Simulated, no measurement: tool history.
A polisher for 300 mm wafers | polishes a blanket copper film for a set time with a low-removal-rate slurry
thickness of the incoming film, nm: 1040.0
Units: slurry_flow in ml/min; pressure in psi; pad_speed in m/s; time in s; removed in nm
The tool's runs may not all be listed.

Run 1, hour 0.0: slurry_flow 190 ml/min, pressure 2.3 psi, pad_speed 1.06 m/s, slurry_solids 1.00, time 23 s. Result: removed 46.374 nm.
Run 2, hour 5.8: slurry_flow 190 ml/min, pressure 2.2 psi, pad_speed 1.06 m/s, slurry_solids 1.00, time 23 s. Result: removed 44.723 nm.
Run 3, hour 7.8: slurry_flow 190 ml/min, pressure 2.2 psi, pad_speed 1.06 m/s, slurry_solids 1.15, time 23 s. Result: removed 45.323 nm.
Run 4, hour 11.1: slurry_flow 190 ml/min, pressure 2.1 psi, pad_speed 1.06 m/s, slurry_solids 1.15, time 23 s. Result: removed 44.026 nm.
Run 5, hour 15.0: slurry_flow 190 ml/min, pressure 2.1 psi, pad_speed 1.06 m/s, slurry_solids 1.15, time 21 s. Result: removed 40.287 nm.
Run 6, hour 20.9: slurry_flow 190 ml/min, pressure 2.5 psi, pad_speed 1.06 m/s, slurry_solids 1.15, time 21 s. Result: removed 47.621 nm.
Run 7, hour 28.1: slurry_flow 190 ml/min, pressure 2.3 psi, pad_speed 1.06 m/s, slurry_solids 1.15, time 21 s. Result: removed 43.773 nm.
Run 8, hour 31.5: slurry_flow 190 ml/min, pressure 2.2 psi, pad_speed 1.06 m/s, slurry_solids 1.15, time 21 s. Result: removed 41.530 nm.

Run 9 comes next. What will it give?
Run 9, hour 38.3: slurry_flow 190 ml/min, pressure 2.1 psi, pad_speed 1.06 m/s, slurry_solids 1.15, time 21 s. Result: removed ?.

removed: 40.111 nm

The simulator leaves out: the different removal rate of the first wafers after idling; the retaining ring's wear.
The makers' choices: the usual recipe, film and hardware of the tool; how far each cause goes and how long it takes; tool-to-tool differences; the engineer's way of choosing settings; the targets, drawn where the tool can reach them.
